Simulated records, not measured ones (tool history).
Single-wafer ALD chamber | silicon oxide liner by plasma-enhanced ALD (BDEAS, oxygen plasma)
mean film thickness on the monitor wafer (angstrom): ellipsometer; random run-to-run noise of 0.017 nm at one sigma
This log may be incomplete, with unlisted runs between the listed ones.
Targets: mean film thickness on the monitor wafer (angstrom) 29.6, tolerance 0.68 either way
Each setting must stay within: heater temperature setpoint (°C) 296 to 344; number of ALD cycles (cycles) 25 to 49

run    day  heater temperature setpoint (°C)  number of ALD cycles (cycles)  mean film thickness on the monitor wafer (angstrom)
  1      0                               320                             37                                               36.516
  2  0.083                               320                             36                                               35.268
  3  0.192                               320                             38                                               37.411
  4  0.379                               327                             38                                               36.758
  5  0.721                               336                             38                                               36.724
  6  0.979                               330                             38                                               36.492
  7  1.238                               330                             37                                               35.876
  8  1.467                               330                             36                                               35.085
  9  1.508                               330                             36                                               35.126
 10  1.629                               330                             35                                               34.177
 11  1.746                               330                             35                                               34.306
 12  1.871                               330                             34                                               32.883

Which of these 4 next moves meets every target?
  A  1.996                               336                             33                                                    ?
  B  1.996                               317                             30                                                    ?
  C  1.996                               325                             40                                                    ?
  D  1.996                               336                             29                                                    ?

move  mean film thickness on the monitor wafer (angstrom)
   A                                               31.484
   B                                               29.391
   C                                               38.756
   D                                               27.668
A: moves toward the targets from the last run without getting all of them in spec
B: all results land within tolerance of their targets
C: misses by more than the last run did
D: takes the result that was furthest off past its target
Move B is the one to make.
